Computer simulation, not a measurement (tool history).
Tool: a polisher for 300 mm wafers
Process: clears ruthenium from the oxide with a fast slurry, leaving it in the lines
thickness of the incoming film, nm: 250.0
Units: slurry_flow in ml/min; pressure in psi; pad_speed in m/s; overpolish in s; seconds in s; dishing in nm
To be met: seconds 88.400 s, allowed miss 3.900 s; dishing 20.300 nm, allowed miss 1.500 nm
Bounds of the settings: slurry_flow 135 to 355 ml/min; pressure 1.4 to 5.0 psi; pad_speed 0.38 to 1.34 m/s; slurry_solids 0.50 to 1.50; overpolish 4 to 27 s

run 1 hour=0.0 | slurry_flow=225 pressure=3.2 pad_speed=0.86 slurry_solids=1.00 overpolish=14 | seconds=80.224 dishing=31.215
run 2 hour=1.2 | slurry_flow=225 pressure=3.2 pad_speed=0.86 slurry_solids=1.15 overpolish=14 | seconds=74.861 dishing=32.489
run 3 hour=5.0 | slurry_flow=225 pressure=3.2 pad_speed=0.76 slurry_solids=1.15 overpolish=14 | seconds=81.966 dishing=32.507
run 4 hour=7.6 | slurry_flow=225 pressure=3.1 pad_speed=0.78 slurry_solids=1.10 overpolish=12 | seconds=81.945 dishing=27.176
run 5 hour=12.6 | slurry_flow=275 pressure=3.1 pad_speed=0.78 slurry_solids=1.10 overpolish=12 | seconds=81.636 dishing=27.048
run 6 hour=16.0 | slurry_flow=275 pressure=3.1 pad_speed=0.58 slurry_solids=1.10 overpolish=12 | seconds=101.060 dishing=23.592
run 7 hour=18.4 | slurry_flow=275 pressure=3.2 pad_speed=0.58 slurry_solids=1.10 overpolish=11 | seconds=96.576 dishing=22.286
run 8 hour=19.8 | slurry_flow=275 pressure=3.2 pad_speed=0.58 slurry_solids=1.10 overpolish=11 | seconds=97.216 dishing=22.480
run 9 hour=22.7 | slurry_flow=275 pressure=3.3 pad_speed=0.58 slurry_solids=1.10 overpolish=10 | seconds=93.055 dishing=20.845

5 next moves are on the table. One of them brings every result within its allowed miss. Which?
run A hour=25.6 | slurry_flow=320 pressure=3.2 pad_speed=0.60 slurry_solids=1.20 overpolish=11 | seconds=? dishing=?
run B hour=25.6 | slurry_flow=245 pressure=3.7 pad_speed=0.56 slurry_solids=1.15 overpolish=9 | seconds=? dishing=?
run C hour=25.6 | slurry_flow=285 pressure=3.9 pad_speed=0.70 slurry_solids=0.95 overpolish=8 | seconds=? dishing=?
run D hour=25.6 | slurry_flow=320 pressure=4.5 pad_speed=0.50 slurry_solids=1.05 overpolish=8 | seconds=? dishing=?
run E hour=25.6 | slurry_flow=245 pressure=3.0 pad_speed=0.84 slurry_solids=1.10 overpolish=8 | seconds=? dishing=?

move=A seconds=89.623 dishing=24.249
move=B seconds=88.096 dishing=20.804
move=C seconds=77.655 dishing=20.952
move=D seconds=79.748 dishing=20.484
move=E seconds=81.229 dishing=20.165
A: brings the result that was furthest off to its target, and leaves another outside
B: meets every target
C: takes the result that was furthest off past its target
D: takes the result that was furthest off past its target
E: takes the result that was furthest off past its target
Answer: B
